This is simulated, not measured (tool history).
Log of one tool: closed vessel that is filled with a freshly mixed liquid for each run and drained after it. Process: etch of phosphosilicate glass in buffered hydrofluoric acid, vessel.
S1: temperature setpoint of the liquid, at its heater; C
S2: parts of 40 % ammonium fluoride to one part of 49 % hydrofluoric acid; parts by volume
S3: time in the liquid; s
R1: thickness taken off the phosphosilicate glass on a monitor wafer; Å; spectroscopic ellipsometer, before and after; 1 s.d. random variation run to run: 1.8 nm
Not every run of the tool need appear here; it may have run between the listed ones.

run 1 hour=0 | S1=23 S2=12 S3=95 | R1=2798.4
run 2 hour=6.7 | S1=23 S2=12 S3=105 | R1=3071.6
run 3 hour=11.3 | S1=23 S2=14.5 S3=105 | R1=2537.2
run 4 hour=20.2 | S1=22 S2=14.5 S3=105 | R1=2436.2
run 5 hour=29.1 | S1=21 S2=14.5 S3=105 | R1=2229.5
run 6 hour=35.9 | S1=20.5 S2=14.5 S3=105 | R1=2221.1

The next listed run, before its measurement:
-- hour=43 hydrofluoric acid flow meter replaced
run 7 hour=43 | S1=20 S2=14.5 S3=105 | R1=?

Run 7 came out at R1 2051.9 Å.

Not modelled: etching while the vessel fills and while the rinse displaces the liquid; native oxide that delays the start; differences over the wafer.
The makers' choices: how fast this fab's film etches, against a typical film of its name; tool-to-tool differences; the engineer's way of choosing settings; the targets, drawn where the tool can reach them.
